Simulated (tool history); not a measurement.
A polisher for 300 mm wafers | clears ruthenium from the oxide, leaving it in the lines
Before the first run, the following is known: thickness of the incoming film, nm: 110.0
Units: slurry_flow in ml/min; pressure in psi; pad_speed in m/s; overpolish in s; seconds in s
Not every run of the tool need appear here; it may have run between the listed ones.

{"run": 1, "hour": 0.0, "slurry_flow": 205, "pressure": 2.8, "pad_speed": 0.94, "overpolish": 5, "seconds": 97.042}
{"run": 2, "hour": 7.9, "slurry_flow": 205, "pressure": 3.2, "pad_speed": 0.94, "overpolish": 5, "seconds": 82.743}
{"run": 3, "hour": 16.7, "slurry_flow": 205, "pressure": 3.5, "pad_speed": 0.94, "overpolish": 5, "seconds": 77.209}
{"run": 4, "hour": 25.6, "slurry_flow": 155, "pressure": 3.5, "pad_speed": 0.94, "overpolish": 5, "seconds": 79.001}
{"run": 5, "hour": 30.9, "slurry_flow": 155, "pressure": 3.5, "pad_speed": 0.94, "overpolish": 5, "seconds": 77.834}
{"run": 6, "hour": 33.5, "slurry_flow": 155, "pressure": 3.5, "pad_speed": 0.94, "overpolish": 4, "seconds": 79.124}
{"run": 7, "hour": 42.4, "slurry_flow": 155, "pressure": 3.8, "pad_speed": 0.96, "overpolish": 4, "seconds": 71.218}
{"hour": 47.7, "done": "worn pad replaced by a new one"}
{"run": 8, "hour": 47.7, "slurry_flow": 155, "pressure": 4, "pad_speed": 0.98, "overpolish": 4, "seconds": 59.292}

For run 9, what comes out?
{"run": 9, "hour": 55.1, "slurry_flow": 160, "pressure": 4, "pad_speed": 0.98, "overpolish": 4, "seconds": "?"}

Run 9 yielded seconds 62.041 s.

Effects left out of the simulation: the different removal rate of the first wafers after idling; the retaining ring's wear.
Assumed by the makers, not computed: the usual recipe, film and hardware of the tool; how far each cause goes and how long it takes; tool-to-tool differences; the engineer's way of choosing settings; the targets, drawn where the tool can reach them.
